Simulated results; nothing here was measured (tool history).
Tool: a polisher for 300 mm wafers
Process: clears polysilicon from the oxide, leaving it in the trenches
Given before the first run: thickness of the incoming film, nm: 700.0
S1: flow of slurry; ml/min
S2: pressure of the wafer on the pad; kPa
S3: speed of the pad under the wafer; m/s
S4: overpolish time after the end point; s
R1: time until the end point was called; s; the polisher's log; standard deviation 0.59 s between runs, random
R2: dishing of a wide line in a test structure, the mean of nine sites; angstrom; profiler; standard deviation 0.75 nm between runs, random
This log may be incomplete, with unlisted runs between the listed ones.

| run | hour | S1 | S2 | S3 | S4 | R1 | R2 |
|---|---|---|---|---|---|---|---|
| 1 | 0.0 | 220 | 15.2 | 0.96 | 22 | 52.557 | 583.05 |
| 2 | 2.0 | 190 | 15.2 | 0.96 | 22 | 52.704 | 583.42 |
| 3 | 5.5 | 190 | 15.2 | 0.74 | 22 | 67.668 | 572.05 |
| 4 | 11.1 | 190 | 15.2 | 0.74 | 14 | 66.812 | 526.36 |
| 5 | 14.1 | 190 | 15.2 | 0.62 | 14 | 78.852 | 514.43 |
| 6 | 21.7 | 190 | 15.2 | 0.48 | 14 | 100.320 | 469.56 |
| 7 | 24.0 | 190 | 15.9 | 0.52 | 15 | 88.966 | 500.13 |
| 8 | 26.4 | 190 | 16.5 | 0.54 | 15 | 80.484 | 512.03 |
| 9 | 33.0 | 190 | 17.2 | 0.56 | 14 | 77.412 | 516.59 |
| 10 | 37.0 | 195 | 17.9 | 0.58 | 13 | 73.518 | 514.02 |
| 11 | 38.1 | 195 | 18.6 | 0.60 | 13 | 65.996 | 529.52 |
| 12 | 45.7 | 195 | 18.6 | 0.60 | 13 | 68.809 | 518.24 |

Run 13 is up next; what results do you expect?
| 13 | 48.5 | 195 | 19.3 | 0.62 | 13 | ? | ? |

{"run 13": {"R1": 63.723, "R2": 534.72}}

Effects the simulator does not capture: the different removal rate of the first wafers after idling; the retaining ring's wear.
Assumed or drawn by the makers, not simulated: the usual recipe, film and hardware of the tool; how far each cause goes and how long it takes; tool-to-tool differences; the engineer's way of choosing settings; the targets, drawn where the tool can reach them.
